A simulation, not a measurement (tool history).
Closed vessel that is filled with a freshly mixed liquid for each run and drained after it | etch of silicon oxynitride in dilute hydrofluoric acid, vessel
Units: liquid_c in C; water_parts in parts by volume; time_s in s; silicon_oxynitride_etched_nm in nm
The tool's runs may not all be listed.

run 1 hour=0 | liquid_c=25 water_parts=65 time_s=165 | silicon_oxynitride_etched_nm=14.009
run 2 hour=2.7 | liquid_c=26.5 water_parts=65 time_s=165 | silicon_oxynitride_etched_nm=15.031
run 3 hour=11.7 | liquid_c=28 water_parts=65 time_s=165 | silicon_oxynitride_etched_nm=16.231
run 4 hour=16 | liquid_c=29 water_parts=65 time_s=165 | silicon_oxynitride_etched_nm=16.936
run 5 hour=17 | liquid_c=29 water_parts=65 time_s=175 | silicon_oxynitride_etched_nm=17.866
run 6 hour=23.8 | liquid_c=32 water_parts=65 time_s=175 | silicon_oxynitride_etched_nm=20.599
run 7 hour=28.4 | liquid_c=32.5 water_parts=60 time_s=175 | silicon_oxynitride_etched_nm=22.813
run 8 hour=31 | liquid_c=33 water_parts=60 time_s=175 | silicon_oxynitride_etched_nm=23.505

The next listed run, before its measurement:
run 9 hour=31.9 | liquid_c=33 water_parts=55 time_s=175 | silicon_oxynitride_etched_nm=?

Run 9 gave silicon_oxynitride_etched_nm 25.901 nm.
